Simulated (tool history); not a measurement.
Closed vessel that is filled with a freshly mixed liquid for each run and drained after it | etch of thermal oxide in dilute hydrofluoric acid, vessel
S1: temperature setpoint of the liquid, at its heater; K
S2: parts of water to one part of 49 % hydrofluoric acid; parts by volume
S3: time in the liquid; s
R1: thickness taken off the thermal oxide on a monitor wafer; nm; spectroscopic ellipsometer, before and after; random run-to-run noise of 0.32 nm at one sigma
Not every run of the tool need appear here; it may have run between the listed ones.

run	day	S1	S2	S3	R1
1	0	296.15	70	445	26.456
2	0.05	297.65	70	445	28.241
3	0.108	298.65	70	445	29.236
4	0.325	299.65	70	445	30.827
5	0.4	299.65	70	480	33.152
6	0.679	299.65	85	480	26.692

Run 7 is up next; what results do you expect?
7	0.838	300.15	80	480	?

R1: 29.073 nm
